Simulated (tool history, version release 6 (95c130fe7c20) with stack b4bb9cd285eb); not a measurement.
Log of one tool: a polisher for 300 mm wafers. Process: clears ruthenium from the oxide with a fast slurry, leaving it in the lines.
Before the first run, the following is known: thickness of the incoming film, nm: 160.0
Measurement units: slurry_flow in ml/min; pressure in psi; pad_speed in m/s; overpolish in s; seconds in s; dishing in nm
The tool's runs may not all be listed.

run 1 hour=0.0 | slurry_flow=315 pressure=2.1 pad_speed=1.20 slurry_solids=1.0 overpolish=16 | seconds=49.675 dishing=44.813
run 2 hour=4.6 | slurry_flow=315 pressure=2.1 pad_speed=1.00 slurry_solids=1.0 overpolish=16 | seconds=60.239 dishing=36.858
run 3 hour=5.4 | slurry_flow=315 pressure=2.2 pad_speed=1.04 slurry_solids=1.0 overpolish=17 | seconds=55.807 dishing=41.310
run 4 hour=12.9 | slurry_flow=315 pressure=2.7 pad_speed=1.04 slurry_solids=1.0 overpolish=17 | seconds=45.203 dishing=48.651
run 5 hour=13.9 | slurry_flow=315 pressure=3.1 pad_speed=1.04 slurry_solids=1.0 overpolish=17 | seconds=39.480 dishing=59.261
run 6 hour=21.1 | slurry_flow=315 pressure=3.1 pad_speed=1.06 slurry_solids=1.0 overpolish=17 | seconds=38.029 dishing=56.706
run 7 hour=27.4 | slurry_flow=315 pressure=3.1 pad_speed=1.08 slurry_solids=1.0 overpolish=18 | seconds=38.043 dishing=62.718
run 8 hour=35.4 | slurry_flow=315 pressure=3.1 pad_speed=1.10 slurry_solids=1.0 overpolish=18 | seconds=37.548 dishing=61.974
run 9 hour=42.3 | slurry_flow=315 pressure=3.1 pad_speed=1.12 slurry_solids=1.0 overpolish=19 | seconds=35.788 dishing=63.480
run 10 hour=50.2 | slurry_flow=315 pressure=3.1 pad_speed=1.12 slurry_solids=1.0 overpolish=20 | seconds=36.442 dishing=68.627
run 11 hour=56.3 | slurry_flow=315 pressure=3.1 pad_speed=1.14 slurry_solids=1.0 overpolish=20 | seconds=36.471 dishing=68.925

Estimate the outcome of run 12 from the log above:
run 12 hour=62.0 | slurry_flow=315 pressure=3.1 pad_speed=1.16 slurry_solids=1.0 overpolish=20 | seconds=? dishing=?

{"run 12": {"seconds": 34.878, "dishing": 70.298}}
